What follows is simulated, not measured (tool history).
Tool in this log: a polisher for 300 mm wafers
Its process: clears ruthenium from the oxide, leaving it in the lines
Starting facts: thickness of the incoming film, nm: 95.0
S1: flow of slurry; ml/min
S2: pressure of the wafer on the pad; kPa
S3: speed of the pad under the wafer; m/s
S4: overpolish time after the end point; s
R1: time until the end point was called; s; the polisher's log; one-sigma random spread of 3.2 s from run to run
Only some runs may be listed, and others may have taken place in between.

run 1 hour=0.0 | S1=280 S2=16.5 S3=0.80 S4=5 | R1=109.97
run 2 hour=3.6 | S1=280 S2=16.5 S3=0.74 S4=5 | R1=117.23
run 3 hour=5.8 | S1=280 S2=15.2 S3=0.74 S4=5 | R1=128.52
run 4 hour=13.4 | S1=280 S2=17.2 S3=0.74 S4=5 | R1=114.33
run 5 hour=21.4 | S1=245 S2=14.5 S3=0.62 S4=5 | R1=163.94
run 6 hour=23.7 | S1=245 S2=14.5 S3=0.50 S4=5 | R1=199.38

Expected results for the next run?
run 7 hour=32.8 | S1=240 S2=12.4 S3=0.46 S4=5 | R1=?

R1: 248.91 s
